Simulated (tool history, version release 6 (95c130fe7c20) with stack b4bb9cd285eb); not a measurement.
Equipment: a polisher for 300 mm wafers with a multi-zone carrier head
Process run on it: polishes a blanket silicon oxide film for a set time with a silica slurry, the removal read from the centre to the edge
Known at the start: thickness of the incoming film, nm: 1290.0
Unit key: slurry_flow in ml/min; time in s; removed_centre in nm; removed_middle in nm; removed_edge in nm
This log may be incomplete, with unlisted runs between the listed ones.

{"run": 1, "hour": 0.0, "slurry_flow": 290, "centre_zone": 1, "middle_zone": 1, "edge_zone": 1, "slurry_solids": 1, "time": 53, "removed_centre": 243.65, "removed_middle": 234.73, "removed_edge": 234}
{"run": 2, "hour": 8.0, "slurry_flow": 290, "centre_zone": 0.95, "middle_zone": 1, "edge_zone": 1, "slurry_solids": 1, "time": 53, "removed_centre": 224.56, "removed_middle": 231.16, "removed_edge": 232.81}
{"run": 3, "hour": 13.3, "slurry_flow": 295, "centre_zone": 0.96, "middle_zone": 1.03, "edge_zone": 1.03, "slurry_solids": 1.05, "time": 53, "removed_centre": 233.91, "removed_middle": 239.12, "removed_edge": 242.14}
{"run": 4, "hour": 21.2, "slurry_flow": 295, "centre_zone": 0.96, "middle_zone": 1.06, "edge_zone": 1.03, "slurry_solids": 1.1, "time": 53, "removed_centre": 233.37, "removed_middle": 254.62, "removed_edge": 242.72}
{"run": 5, "hour": 25.3, "slurry_flow": 295, "centre_zone": 1.03, "middle_zone": 1.06, "edge_zone": 1.03, "slurry_solids": 1.1, "time": 53, "removed_centre": 250.78, "removed_middle": 254.04, "removed_edge": 244.22}
{"run": 6, "hour": 32.7, "slurry_flow": 300, "centre_zone": 1.03, "middle_zone": 1.08, "edge_zone": 1.05, "slurry_solids": 1.15, "time": 53, "removed_centre": 261.42, "removed_middle": 254.9, "removed_edge": 248.25}
{"run": 7, "hour": 39.8, "slurry_flow": 300, "centre_zone": 1.01, "middle_zone": 1.1, "edge_zone": 1.05, "slurry_solids": 1.2, "time": 53, "removed_centre": 250.95, "removed_middle": 262.44, "removed_edge": 253.67}
{"run": 8, "hour": 41.3, "slurry_flow": 300, "centre_zone": 1.01, "middle_zone": 1.12, "edge_zone": 1.05, "slurry_solids": 1.25, "time": 53, "removed_centre": 259.35, "removed_middle": 274.71, "removed_edge": 253.25}
{"run": 9, "hour": 43.4, "slurry_flow": 300, "centre_zone": 1, "middle_zone": 1.13, "edge_zone": 1.06, "slurry_solids": 1.3, "time": 53, "removed_centre": 260.86, "removed_middle": 279.52, "removed_edge": 259.92}
{"run": 10, "hour": 48.1, "slurry_flow": 300, "centre_zone": 1, "middle_zone": 1.14, "edge_zone": 1.07, "slurry_solids": 1.35, "time": 53, "removed_centre": 265.55, "removed_middle": 283.49, "removed_edge": 266.05}
{"run": 11, "hour": 51.4, "slurry_flow": 300, "centre_zone": 1, "middle_zone": 1.15, "edge_zone": 1.08, "slurry_solids": 1.35, "time": 53, "removed_centre": 268.26, "removed_middle": 297.87, "removed_edge": 267.97}

Run 12 has not been measured yet. What should we expect?
{"run": 12, "hour": 58.3, "slurry_flow": 300, "centre_zone": 1, "middle_zone": 1.14, "edge_zone": 1.09, "slurry_solids": 1.35, "time": 53, "removed_centre": "?", "removed_middle": "?", "removed_edge": "?"}

Run 12 came out at removed_centre 262.81 nm, removed_middle 294.03 nm, removed_edge 269.66 nm.
